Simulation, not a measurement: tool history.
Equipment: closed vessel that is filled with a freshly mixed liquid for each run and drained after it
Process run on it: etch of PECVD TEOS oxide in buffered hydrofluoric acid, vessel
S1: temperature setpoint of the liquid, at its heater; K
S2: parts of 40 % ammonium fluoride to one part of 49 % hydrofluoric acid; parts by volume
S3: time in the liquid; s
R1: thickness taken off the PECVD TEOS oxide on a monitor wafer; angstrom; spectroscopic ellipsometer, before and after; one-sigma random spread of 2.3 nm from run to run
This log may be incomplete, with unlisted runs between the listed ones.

Run 1, hour 0.0: S1 297.15 K, S2 21.5 parts by volume, S3 95 s. Result: R1 1214.2 angstrom.
Run 2, hour 3.7: S1 297.15 K, S2 21.5 parts by volume, S3 105 s. Result: R1 1348.7 angstrom.
Run 3, hour 6.3: S1 297.15 K, S2 21.5 parts by volume, S3 95 s. Result: R1 1218.8 angstrom.
Run 4, hour 13.0: S1 297.15 K, S2 27.0 parts by volume, S3 95 s. Result: R1 1033.3 angstrom.
Run 5, hour 15.9: S1 297.15 K, S2 27.0 parts by volume, S3 95 s. Result: R1 1037.9 angstrom.
Run 6, hour 18.0: S1 298.15 K, S2 24.0 parts by volume, S3 95 s. Result: R1 1185.9 angstrom.
Run 7, hour 22.6: S1 299.15 K, S2 21.5 parts by volume, S3 95 s. Result: R1 1355.5 angstrom.
Run 8, hour 29.6: S1 303.15 K, S2 14.5 parts by volume, S3 105 s. Result: R1 2695.5 angstrom.
Run 9, hour 31.8: S1 305.15 K, S2 9.0 parts by volume, S3 105 s. Result: R1 4617.0 angstrom.
Run 10, hour 33.4: S1 304.65 K, S2 9.0 parts by volume, S3 105 s. Result: R1 4469.7 angstrom.

Run 11 has not been measured yet. What should we expect?
Run 11, hour 37.2: S1 304.65 K, S2 9.0 parts by volume, S3 105 s. Result: R1 ?.

R1: 4476.4 angstrom

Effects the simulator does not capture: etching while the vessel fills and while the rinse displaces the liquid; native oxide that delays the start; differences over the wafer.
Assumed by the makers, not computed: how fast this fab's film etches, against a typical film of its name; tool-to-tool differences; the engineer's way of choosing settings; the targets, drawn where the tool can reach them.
